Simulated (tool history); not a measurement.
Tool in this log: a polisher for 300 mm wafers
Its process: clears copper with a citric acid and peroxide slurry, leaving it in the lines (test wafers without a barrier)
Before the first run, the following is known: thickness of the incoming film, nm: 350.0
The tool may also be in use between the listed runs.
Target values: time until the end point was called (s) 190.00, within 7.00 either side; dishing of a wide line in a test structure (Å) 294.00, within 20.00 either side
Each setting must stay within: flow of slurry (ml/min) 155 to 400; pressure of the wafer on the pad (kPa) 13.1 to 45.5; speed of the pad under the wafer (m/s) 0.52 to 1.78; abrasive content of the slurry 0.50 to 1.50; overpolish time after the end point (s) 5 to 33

| run | hour | flow of slurry (ml/min) | pressure of the wafer on the pad (kPa) | speed of the pad under the wafer (m/s) | abrasive content of the slurry | overpolish time after the end point (s) | time until the end point was called (s) | dishing of a wide line in a test structure (Å) |
|---|---|---|---|---|---|---|---|---|
| 1 | 0.0 | 255 | 29.0 | 1.14 | 1.00 | 17 | 115.95 | 371.45 |
| 2 | 7.1 | 255 | 29.0 | 1.14 | 0.85 | 17 | 117.71 | 355.53 |
| 3 | 8.4 | 255 | 29.0 | 1.14 | 0.85 | 24 | 120.93 | 468.76 |
| 4 | 9.4 | 255 | 29.0 | 1.14 | 0.85 | 29 | 116.35 | 574.61 |
| 5 | 14.6 | 255 | 24.8 | 1.14 | 0.85 | 27 | 134.42 | 473.95 |
| 6 | 22.2 | 255 | 24.8 | 1.14 | 0.75 | 27 | 137.03 | 481.44 |
| 7 | 26.9 | 260 | 21.4 | 1.14 | 0.75 | 25 | 159.61 | 399.92 |
| 8 | 30.8 | 260 | 20.0 | 1.14 | 0.75 | 24 | 164.70 | 356.10 |
| 9 | 36.1 | 260 | 18.6 | 1.14 | 0.75 | 24 | 174.84 | 337.94 |
| 10 | 41.0 | 260 | 17.9 | 1.14 | 0.75 | 24 | 176.24 | 330.64 |
| 11 | 45.2 | 260 | 17.2 | 1.14 | 0.75 | 24 | 184.78 | 327.90 |

4 candidate next runs follow, results not yet known. Just one meets every target within its allowed miss. Identify it.
| A | 49.4 | 275 | 17.2 | 1.10 | 0.75 | 22 | ? | ? |
| B | 49.4 | 245 | 13.8 | 1.28 | 0.60 | 28 | ? | ? |
| C | 49.4 | 260 | 16.5 | 1.18 | 0.80 | 26 | ? | ? |
| D | 49.4 | 205 | 17.9 | 1.20 | 0.70 | 24 | ? | ? |

| move | time until the end point was called (s) | dishing of a wide line in a test structure (Å) |
|---|---|---|
| A | 190.13 | 295.45 |
| B | 204.01 | 341.59 |
| C | 182.06 | 356.17 |
| D | 175.47 | 343.71 |
A: meets every target
B: the biggest miss grows against the last run
C: the biggest miss grows against the last run
D: the biggest miss grows against the last run
Go with A: it meets all targets.
